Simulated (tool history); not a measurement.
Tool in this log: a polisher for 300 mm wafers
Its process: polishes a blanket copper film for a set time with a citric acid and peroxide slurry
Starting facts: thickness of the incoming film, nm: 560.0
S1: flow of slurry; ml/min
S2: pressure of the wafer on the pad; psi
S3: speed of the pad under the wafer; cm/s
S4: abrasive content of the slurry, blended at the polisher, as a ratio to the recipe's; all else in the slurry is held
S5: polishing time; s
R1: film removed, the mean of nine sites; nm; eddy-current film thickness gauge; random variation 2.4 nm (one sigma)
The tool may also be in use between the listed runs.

run	day	S1	S2	S3	S4	S5	R1
1	0	250	2.1	122	1	99	205.13
2	0.05	250	2.2	122	1	99	214.96
3	0.4	250	2.2	122	0.9	99	210.91
4	0.571	250	2.2	122	0.75	99	204.79
5	0.746	250	2.3	122	0.75	99	214.15
6	1.038	250	2.4	122	0.75	99	220.71
7	1.288	250	2.5	122	0.75	99	230.17

Estimate the outcome of run 8 from the log above:
8	1.642	250	2.6	122	0.75	99	?

{"run 8": {"R1": 239.15}}
